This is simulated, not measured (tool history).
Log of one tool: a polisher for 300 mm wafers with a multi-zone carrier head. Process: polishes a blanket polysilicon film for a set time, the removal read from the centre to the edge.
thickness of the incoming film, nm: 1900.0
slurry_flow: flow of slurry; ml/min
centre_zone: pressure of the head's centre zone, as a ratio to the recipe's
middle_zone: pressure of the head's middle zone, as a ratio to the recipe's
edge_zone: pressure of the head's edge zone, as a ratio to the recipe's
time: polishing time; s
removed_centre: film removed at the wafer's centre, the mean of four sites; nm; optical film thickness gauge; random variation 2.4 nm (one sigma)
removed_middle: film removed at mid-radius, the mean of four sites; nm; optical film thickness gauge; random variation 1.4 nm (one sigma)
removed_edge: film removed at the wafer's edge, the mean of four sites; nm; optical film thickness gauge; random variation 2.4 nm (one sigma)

| run | hour | slurry_flow | centre_zone | middle_zone | edge_zone | time | removed_centre | removed_middle | removed_edge |
|---|---|---|---|---|---|---|---|---|---|
| 1 | 0.0 | 175 | 1.00 | 1.00 | 1.00 | 47 | 268.00 | 260.80 | 269.83 |
| 2 | 3.1 | 170 | 1.00 | 0.97 | 0.98 | 43 | 242.09 | 235.27 | 238.06 |
| 3 | 6.7 | 165 | 1.01 | 0.94 | 1.00 | 40 | 227.39 | 212.70 | 219.98 |
| 4 | 10.6 | 160 | 1.01 | 0.91 | 1.02 | 38 | 213.89 | 190.57 | 207.35 |
| 5 | 19.4 | 160 | 1.01 | 0.83 | 1.02 | 38 | 213.08 | 178.71 | 213.09 |
| 6 | 20.1 | 160 | 1.01 | 0.83 | 1.02 | 46 | 263.24 | 215.12 | 255.56 |
| 7 | 24.8 | 155 | 1.01 | 0.83 | 1.01 | 43 | 244.76 | 199.96 | 238.41 |
| 8 | 33.2 | 150 | 1.01 | 0.83 | 1.01 | 40 | 223.87 | 185.33 | 214.87 |
| 9 | 38.3 | 145 | 1.01 | 0.83 | 1.01 | 39 | 208.81 | 180.82 | 204.69 |
| 10 | 44.9 | 140 | 1.02 | 0.83 | 1.02 | 38 | 207.18 | 176.98 | 207.26 |

The next listed run, before its measurement:
| 11 | 52.3 | 130 | 1.03 | 0.81 | 0.94 | 30 | ? | ? | ? |

Run 11 gave removed_centre 163.33 nm, removed_middle 132.30 nm, removed_edge 150.99 nm.
